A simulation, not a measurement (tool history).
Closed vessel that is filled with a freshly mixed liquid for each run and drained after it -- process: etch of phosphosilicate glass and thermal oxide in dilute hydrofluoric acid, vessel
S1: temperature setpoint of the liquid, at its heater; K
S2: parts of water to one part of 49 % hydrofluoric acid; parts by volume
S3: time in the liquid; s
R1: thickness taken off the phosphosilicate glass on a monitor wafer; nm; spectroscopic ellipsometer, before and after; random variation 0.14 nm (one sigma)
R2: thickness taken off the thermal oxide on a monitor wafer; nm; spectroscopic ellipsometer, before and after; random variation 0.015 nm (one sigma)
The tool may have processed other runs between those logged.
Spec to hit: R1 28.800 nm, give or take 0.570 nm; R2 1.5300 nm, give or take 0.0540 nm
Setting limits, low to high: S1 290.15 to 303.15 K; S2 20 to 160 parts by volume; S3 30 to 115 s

{"run": 1, "hour": 0.0, "S1": 295.15, "S2": 90, "S3": 60, "R1": 53.389, "R2": 2.8867}
{"run": 2, "hour": 5.0, "S1": 295.15, "S2": 90, "S3": 40, "R1": 36.052, "R2": 1.8819}
{"run": 3, "hour": 5.6, "S1": 294.65, "S2": 90, "S3": 40, "R1": 34.598, "R2": 1.8427}
{"run": 4, "hour": 14.0, "S1": 294.15, "S2": 90, "S3": 40, "R1": 34.323, "R2": 1.8001}
{"run": 5, "hour": 20.8, "S1": 293.65, "S2": 90, "S3": 40, "R1": 33.365, "R2": 1.7758}
{"run": 6, "hour": 25.5, "S1": 293.65, "S2": 60, "S3": 40, "R1": 51.832, "R2": 2.7468}
{"run": 7, "hour": 29.6, "S1": 293.15, "S2": 65, "S3": 40, "R1": 46.878, "R2": 2.529}
{"run": 8, "hour": 36.3, "S1": 290.65, "S2": 100, "S3": 40, "R1": 26.405, "R2": 1.4276}
{"run": 9, "hour": 40.2, "S1": 291.15, "S2": 100, "S3": 40, "R1": 26.695, "R2": 1.4358}
{"run": 10, "hour": 44.6, "S1": 293.65, "S2": 100, "S3": 40, "R1": 30.018, "R2": 1.5697}
{"run": 11, "hour": 53.0, "S1": 292.15, "S2": 100, "S3": 40, "R1": 27.969, "R2": 1.4886}

Exactly one of the 5 candidate moves below puts every result within its allowed miss. Which one?
{"run": "A", "hour": 61.4, "S1": 290.65, "S2": 95, "S3": 40, "R1": "?", "R2": "?"}
{"run": "B", "hour": 61.4, "S1": 295.65, "S2": 105, "S3": 35, "R1": "?", "R2": "?"}
{"run": "C", "hour": 61.4, "S1": 291.15, "S2": 100, "S3": 40, "R1": "?", "R2": "?"}
{"run": "D", "hour": 61.4, "S1": 291.15, "S2": 105, "S3": 45, "R1": "?", "R2": "?"}
{"run": "E", "hour": 61.4, "S1": 290.65, "S2": 130, "S3": 55, "R1": "?", "R2": "?"}

move=A R1=27.910 R2=1.4773
move=B R1=26.831 R2=1.4202
move=C R1=26.933 R2=1.4256
move=D R1=28.704 R2=1.5193
move=E R1=27.048 R2=1.4317
A: further off than the last run
B: further off than the last run
C: further off than the last run
D: every result lands within tolerance
E: further off than the last run
D is the move that brings every result within its allowed miss.
